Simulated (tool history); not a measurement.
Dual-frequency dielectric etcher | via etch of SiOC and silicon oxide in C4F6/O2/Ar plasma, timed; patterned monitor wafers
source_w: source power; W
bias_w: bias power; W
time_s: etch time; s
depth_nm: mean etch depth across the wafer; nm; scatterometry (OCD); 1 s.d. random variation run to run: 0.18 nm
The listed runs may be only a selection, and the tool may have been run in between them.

run 1 hour=0 | source_w=280 bias_w=193 time_s=30.5 | depth_nm=32.113
run 2 hour=6.3 | source_w=290 bias_w=194 time_s=30.5 | depth_nm=32.53
run 3 hour=8.3 | source_w=300 bias_w=195 time_s=30.5 | depth_nm=32.916
run 4 hour=8.9 | source_w=300 bias_w=195 time_s=27.5 | depth_nm=29.491
run 5 hour=17.6 | source_w=300 bias_w=225 time_s=27.5 | depth_nm=31.105
run 6 hour=20.9 | source_w=310 bias_w=230 time_s=28 | depth_nm=32.496
run 7 hour=29.9 | source_w=320 bias_w=233 time_s=28 | depth_nm=33.065

Estimate the outcome of run 8 from the log above:
run 8 hour=36.2 | source_w=330 bias_w=234 time_s=28 | depth_nm=?

depth_nm: 33.519 nm
